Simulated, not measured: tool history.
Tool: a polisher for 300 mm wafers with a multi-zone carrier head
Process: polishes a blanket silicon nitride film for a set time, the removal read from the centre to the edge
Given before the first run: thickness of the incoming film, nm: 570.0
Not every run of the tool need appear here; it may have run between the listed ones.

| run | hour | flow of slurry (ml/min) | pressure of the head's centre zone | pressure of the head's middle zone | pressure of the head's edge zone | polishing time (s) | film removed at the wafer's centre (angstrom) | film removed at mid-radius (angstrom) | film removed at the wafer's edge (angstrom) |
|---|---|---|---|---|---|---|---|---|---|
| 1 | 0.0 | 150 | 1.00 | 1.00 | 1.00 | 62 | 1258.5 | 1242.7 | 1306.2 |
| 2 | 5.8 | 150 | 1.06 | 1.00 | 1.00 | 62 | 1335.6 | 1272.2 | 1304.9 |
| 3 | 7.1 | 150 | 1.06 | 1.00 | 1.00 | 55 | 1201.0 | 1132.1 | 1148.3 |
| 4 | 9.8 | 180 | 1.06 | 1.00 | 1.00 | 55 | 1232.1 | 1169.9 | 1176.0 |
| 5 | 11.8 | 155 | 1.06 | 1.00 | 1.00 | 55 | 1191.0 | 1140.6 | 1171.6 |
| 6 | 13.6 | 155 | 1.06 | 1.06 | 1.00 | 55 | 1216.6 | 1179.3 | 1137.7 |

What will run 7 give?
| 7 | 20.9 | 160 | 1.08 | 1.03 | 1.03 | 59 | ? | ? | ? |

Logged for run 7: film removed at the wafer's centre (angstrom) 1333.7, film removed at mid-radius (angstrom) 1262.4, film removed at the wafer's edge (angstrom) 1260.1.

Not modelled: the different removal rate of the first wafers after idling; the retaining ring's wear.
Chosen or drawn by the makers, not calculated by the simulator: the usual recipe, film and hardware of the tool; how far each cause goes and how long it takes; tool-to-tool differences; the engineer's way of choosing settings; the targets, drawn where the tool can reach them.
